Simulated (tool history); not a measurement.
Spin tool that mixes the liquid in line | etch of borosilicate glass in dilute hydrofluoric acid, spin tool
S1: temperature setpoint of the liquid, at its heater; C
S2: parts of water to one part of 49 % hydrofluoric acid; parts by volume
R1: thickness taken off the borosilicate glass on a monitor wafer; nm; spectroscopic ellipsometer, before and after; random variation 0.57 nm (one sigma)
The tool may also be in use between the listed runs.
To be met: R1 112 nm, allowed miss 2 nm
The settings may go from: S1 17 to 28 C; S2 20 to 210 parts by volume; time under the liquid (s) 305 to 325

{"run": 1, "hour": 0.0, "S1": 20, "S2": 115, "time under the liquid (s)": 305, "R1": 72.809}
{"run": 2, "hour": 2.0, "S1": 17, "S2": 115, "time under the liquid (s)": 305, "R1": 63.863}
{"run": 3, "hour": 9.8, "S1": 20.5, "S2": 110, "time under the liquid (s)": 305, "R1": 78.628}
{"run": 4, "hour": 18.6, "S1": 20.5, "S2": 140, "time under the liquid (s)": 305, "R1": 59.023}
{"run": 5, "hour": 23.0, "S1": 23, "S2": 130, "time under the liquid (s)": 305, "R1": 71.376}
{"run": 6, "hour": 30.5, "S1": 24.5, "S2": 120, "time under the liquid (s)": 305, "R1": 83.123}
{"run": 7, "hour": 35.6, "S1": 25.5, "S2": 115, "time under the liquid (s)": 305, "R1": 90.292}
{"run": 8, "hour": 44.4, "S1": 26.5, "S2": 110, "time under the liquid (s)": 305, "R1": 99.096}
{"run": 9, "hour": 47.9, "S1": 27, "S2": 110, "time under the liquid (s)": 305, "R1": 100.9}
{"run": 10, "hour": 51.8, "S1": 27.5, "S2": 110, "time under the liquid (s)": 305, "R1": 102.6}

4 next moves are on the table. One of them brings every result within its allowed miss. Which?
{"run": "A", "hour": 55.7, "S1": 26.5, "S2": 105, "time under the liquid (s)": 325, "R1": "?"}
{"run": "B", "hour": 55.7, "S1": 28, "S2": 125, "time under the liquid (s)": 325, "R1": "?"}
{"run": "C", "hour": 55.7, "S1": 27, "S2": 95, "time under the liquid (s)": 305, "R1": "?"}
{"run": "D", "hour": 55.7, "S1": 28, "S2": 115, "time under the liquid (s)": 325, "R1": "?"}

move=A R1=111.77
move=B R1=97.129
move=C R1=119.63
move=D R1=106.84
A: meets every target
B: further off than the last run
C: takes the result that was furthest off past its target
D: nearer than the last run, and not there yet
Answer: A

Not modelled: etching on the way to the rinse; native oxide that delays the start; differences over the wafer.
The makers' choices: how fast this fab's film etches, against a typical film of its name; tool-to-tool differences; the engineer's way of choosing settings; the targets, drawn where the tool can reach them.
